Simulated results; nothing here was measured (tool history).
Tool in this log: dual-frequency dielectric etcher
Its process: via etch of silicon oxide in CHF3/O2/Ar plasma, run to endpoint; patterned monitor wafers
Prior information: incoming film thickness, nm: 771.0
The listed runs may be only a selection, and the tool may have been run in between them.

run    day  source power (kW)  bias power (kW)  endpoint time (s)
  1  0.000              0.680            0.208             338.16
  2  0.062              0.730            0.208             334.15
  3  0.400              0.620            0.208             345.58
  4  0.742              0.620            0.237             328.21
  5  0.971              0.600            0.233             332.64
  6  1.062              0.700            0.233             320.91
  7  1.129              0.680            0.229             326.36
  8  1.288              0.660            0.225             332.53
  9  1.508              0.640            0.221             334.87

For run 10, what comes out?
 10  1.871              0.630            0.217                  ?

{"run 10": {"endpoint time (s)": 341.63}}
